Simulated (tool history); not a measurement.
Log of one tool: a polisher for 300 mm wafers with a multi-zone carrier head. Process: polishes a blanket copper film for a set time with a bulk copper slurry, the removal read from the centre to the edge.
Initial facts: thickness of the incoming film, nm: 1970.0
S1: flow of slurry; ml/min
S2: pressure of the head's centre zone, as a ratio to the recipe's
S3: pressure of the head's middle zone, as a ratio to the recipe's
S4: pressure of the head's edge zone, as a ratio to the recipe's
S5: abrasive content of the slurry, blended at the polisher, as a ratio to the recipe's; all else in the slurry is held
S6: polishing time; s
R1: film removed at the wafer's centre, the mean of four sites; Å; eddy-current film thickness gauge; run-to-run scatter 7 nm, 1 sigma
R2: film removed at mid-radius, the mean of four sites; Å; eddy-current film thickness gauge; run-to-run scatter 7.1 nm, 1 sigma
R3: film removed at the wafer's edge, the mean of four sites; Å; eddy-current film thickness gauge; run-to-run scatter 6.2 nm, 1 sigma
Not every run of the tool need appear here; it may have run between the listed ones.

Run 1, hour 0.0: S1 245 ml/min, S2 1.00, S3 1.00, S4 1.00, S5 1.00, S6 86 s. Result: R1 5356.3 Å, R2 5279.2 Å, R3 4901.7 Å.
Run 2, hour 7.3: S1 245 ml/min, S2 1.08, S3 1.00, S4 1.00, S5 1.00, S6 86 s. Result: R1 5770.3 Å, R2 5405.9 Å, R3 4877.2 Å.
Run 3, hour 15.3: S1 250 ml/min, S2 1.08, S3 0.96, S4 1.05, S5 1.15, S6 89 s. Result: R1 6184.2 Å, R2 5527.3 Å, R3 5343.9 Å.
Run 4, hour 15.8: S1 250 ml/min, S2 1.02, S3 0.96, S4 1.05, S5 1.15, S6 89 s. Result: R1 5884.5 Å, R2 5586.0 Å, R3 5379.6 Å.
Run 5, hour 22.7: S1 255 ml/min, S2 1.03, S3 0.93, S4 1.09, S5 1.25, S6 90 s. Result: R1 6132.2 Å, R2 5701.3 Å, R3 5549.8 Å.
Run 6, hour 28.4: S1 255 ml/min, S2 1.03, S3 0.93, S4 1.09, S5 1.45, S6 90 s. Result: R1 6560.1 Å, R2 5909.1 Å, R3 5927.9 Å.
Run 7, hour 34.4: S1 255 ml/min, S2 1.03, S3 0.90, S4 1.12, S5 1.45, S6 92 s. Result: R1 6452.6 Å, R2 5887.9 Å, R3 6100.0 Å.
Run 8, hour 42.8: S1 265 ml/min, S2 1.05, S3 0.89, S4 1.14, S5 1.45, S6 93 s. Result: R1 6833.8 Å, R2 6013.8 Å, R3 6233.0 Å.

Run 9 comes next. What will it give?
At hour 47.7: edge zone pressure recalibrated.
Run 9, hour 47.7: S1 265 ml/min, S2 1.05, S3 0.87, S4 1.15, S5 1.45, S6 94 s. Result: R1 ?, R2 ?, R3 ?.

R1: 6811.7 Å
R2: 5935.3 Å
R3: 6671.2 Å
